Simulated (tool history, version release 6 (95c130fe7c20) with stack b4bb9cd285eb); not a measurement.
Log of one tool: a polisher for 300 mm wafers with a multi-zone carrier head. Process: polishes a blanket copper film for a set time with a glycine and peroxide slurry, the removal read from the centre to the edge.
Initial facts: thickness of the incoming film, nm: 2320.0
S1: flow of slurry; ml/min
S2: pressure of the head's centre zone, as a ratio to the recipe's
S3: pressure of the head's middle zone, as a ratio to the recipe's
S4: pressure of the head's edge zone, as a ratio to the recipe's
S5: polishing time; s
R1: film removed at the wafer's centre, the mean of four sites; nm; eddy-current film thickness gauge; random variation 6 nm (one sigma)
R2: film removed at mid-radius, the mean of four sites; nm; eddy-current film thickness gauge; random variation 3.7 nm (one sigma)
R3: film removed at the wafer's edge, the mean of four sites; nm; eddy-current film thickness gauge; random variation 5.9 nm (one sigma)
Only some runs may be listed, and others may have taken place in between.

run,hour,S1,S2,S3,S4,S5,R1,R2,R3
1,0.0,220,1.00,1.00,1.00,62,341.48,340.08,335.24
2,8.0,220,1.00,1.00,1.00,50,270.13,277.93,270.26
3,11.1,220,0.95,1.00,1.00,50,265.09,275.14,267.12
4,16.9,220,0.95,1.00,1.00,65,339.76,353.22,348.04
5,25.8,220,1.01,1.00,1.00,65,358.76,345.51,348.49
6,28.9,220,1.01,0.93,1.00,65,361.96,329.85,349.96
7,30.9,225,1.05,0.91,1.04,66,384.67,332.56,362.65

For run 8, what comes out?
8,35.7,225,1.07,0.89,1.07,67,?,?,?

{"run 8": {"R1": 387.01, "R2": 322.2, "R3": 369.14}}

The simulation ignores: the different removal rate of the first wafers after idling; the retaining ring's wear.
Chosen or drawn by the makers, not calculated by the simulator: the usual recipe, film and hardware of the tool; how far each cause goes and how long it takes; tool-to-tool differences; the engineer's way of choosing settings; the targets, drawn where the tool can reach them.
